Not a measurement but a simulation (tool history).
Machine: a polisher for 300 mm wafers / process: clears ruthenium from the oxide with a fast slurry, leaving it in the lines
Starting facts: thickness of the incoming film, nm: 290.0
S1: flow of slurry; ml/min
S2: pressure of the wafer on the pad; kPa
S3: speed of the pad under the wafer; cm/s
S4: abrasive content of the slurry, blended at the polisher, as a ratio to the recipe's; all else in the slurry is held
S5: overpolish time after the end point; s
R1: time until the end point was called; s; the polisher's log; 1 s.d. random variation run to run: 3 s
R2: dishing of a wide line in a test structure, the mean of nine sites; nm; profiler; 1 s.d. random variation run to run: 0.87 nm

run,day,S1,S2,S3,S4,S5,R1,R2
1,0,310,14.5,96,1,29,81.265,60.685
2,0.062,310,13.8,94,1,29,88.263,59.97
3,0.179,310,13.1,92,1,28,95.424,56.536
4,0.25,310,13.1,104,1,28,85.866,62.001
5,0.517,310,13.1,124,1,28,71.045,70.131
6,0.592,310,13.1,124,1,33,69.684,79.584

Run 7, settings as shown, results not yet in. Your forecast:
7,0.796,305,9,96,0.9,26,?,?

Logged for run 7: R1 137.98 s, R2 39.688 nm.
